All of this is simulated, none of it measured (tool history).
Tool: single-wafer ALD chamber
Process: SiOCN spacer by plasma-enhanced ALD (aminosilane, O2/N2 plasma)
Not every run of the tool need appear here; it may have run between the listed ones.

run,hour,heater temperature setpoint (°C),number of ALD cycles (cycles),mean film thickness on the monitor wafer (nm)
1,0,400,58,3.3804
2,4.8,400,52,3.0544
3,7.8,399,58,3.4185
4,11.8,399,63,3.719
5,19.1,399,56,3.2613
6,25.4,399,60,3.547

Forecast run 7:
7,29.9,399,60,?

{"run 7": {"mean film thickness on the monitor wafer (nm)": 3.5572}}
